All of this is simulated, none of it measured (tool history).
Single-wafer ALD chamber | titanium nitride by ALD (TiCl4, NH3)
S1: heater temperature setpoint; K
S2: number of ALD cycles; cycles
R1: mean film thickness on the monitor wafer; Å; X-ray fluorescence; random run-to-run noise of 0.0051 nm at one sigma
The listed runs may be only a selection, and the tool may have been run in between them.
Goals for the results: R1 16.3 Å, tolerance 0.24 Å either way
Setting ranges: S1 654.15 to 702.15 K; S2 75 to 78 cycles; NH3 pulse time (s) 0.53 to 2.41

run 1 hour=0 | S1=678.15 S2=78 NH3_pulse_time_(s)=1.47 | R1=17.584
run 2 hour=1.1 | S1=678.15 S2=78 NH3_pulse_time_(s)=1.47 | R1=17.556
run 3 hour=3.3 | S1=673.15 S2=77 NH3_pulse_time_(s)=1.22 | R1=17.098
run 4 hour=5 | S1=673.15 S2=75 NH3_pulse_time_(s)=1.22 | R1=16.621
run 5 hour=10.2 | S1=679.15 S2=75 NH3_pulse_time_(s)=1.22 | R1=16.715
run 6 hour=17.6 | S1=679.15 S2=78 NH3_pulse_time_(s)=1.22 | R1=17.387
run 7 hour=24.8 | S1=677.15 S2=77 NH3_pulse_time_(s)=1.1 | R1=16.935
run 8 hour=32 | S1=677.15 S2=76 NH3_pulse_time_(s)=1.04 | R1=16.616
run 9 hour=36.4 | S1=677.15 S2=76 NH3_pulse_time_(s)=1.04 | R1=16.616
run 10 hour=39.2 | S1=677.15 S2=76 NH3_pulse_time_(s)=1.02 | R1=16.582
run 11 hour=43.4 | S1=677.15 S2=76 NH3_pulse_time_(s)=1 | R1=16.654
run 12 hour=49.4 | S1=671.15 S2=75 NH3_pulse_time_(s)=0.65 | R1=14.987
run 13 hour=58.3 | S1=675.15 S2=75 NH3_pulse_time_(s)=0.65 | R1=15.253
run 14 hour=64.4 | S1=679.15 S2=76 NH3_pulse_time_(s)=0.65 | R1=15.552
run 15 hour=70.9 | S1=681.15 S2=77 NH3_pulse_time_(s)=0.67 | R1=15.909
run 16 hour=79.1 | S1=687.15 S2=78 NH3_pulse_time_(s)=0.8 | R1=16.76

Next run, 4 choices. One meets every target within its allowed miss, the rest don't. Which?
run A hour=87.3 | S1=694.15 S2=78 NH3_pulse_time_(s)=0.7 | R1=?
run B hour=87.3 | S1=679.15 S2=78 NH3_pulse_time_(s)=1.07 | R1=?
run C hour=87.3 | S1=690.15 S2=78 NH3_pulse_time_(s)=0.81 | R1=?
run D hour=87.3 | S1=688.15 S2=75 NH3_pulse_time_(s)=0.86 | R1=?

move=A R1=16.596
move=B R1=17.104
move=C R1=16.835
move=D R1=16.258
A: closer than the last run, but not yet in spec
B: moves away from the targets compared with the last run
C: moves away from the targets compared with the last run
D: all results land within tolerance of their targets
Answer: D
